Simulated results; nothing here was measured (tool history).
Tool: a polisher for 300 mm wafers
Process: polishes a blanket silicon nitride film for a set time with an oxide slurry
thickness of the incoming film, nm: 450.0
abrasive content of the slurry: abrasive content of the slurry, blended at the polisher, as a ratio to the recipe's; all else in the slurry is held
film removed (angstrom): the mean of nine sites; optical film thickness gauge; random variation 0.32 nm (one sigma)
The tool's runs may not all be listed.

run  hour  flow of slurry (ml/min)  pressure of the wafer on the pad (kPa)  speed of the pad under the wafer (m/s)  abrasive content of the slurry  polishing time (s)  film removed (angstrom)
  1   0.0                      285                                    22.1                                    1.18                             1.0                  33                   197.03
  2   2.2                      285                                    22.1                                    1.18                             0.8                  33                   178.56
  3   9.6                      285                                    26.2                                    1.20                             0.8                  33                   210.83
  4  13.2                      285                                    26.2                                    1.20                             0.8                  30                   193.49
  5  19.2                      285                                    29.0                                    1.30                             0.8                  30                   225.06
  6  22.1                      285                                    29.0                                    1.30                             0.8                  33                   250.42
  7  27.6                      285                                    29.0                                    1.30                             0.8                  33                   243.51

Run 8 comes next. What will it give?
  8  32.5                      285                                    31.0                                    1.34                             0.8                  33                        ?

{"run 8": {"film removed (angstrom)": 267.48}}
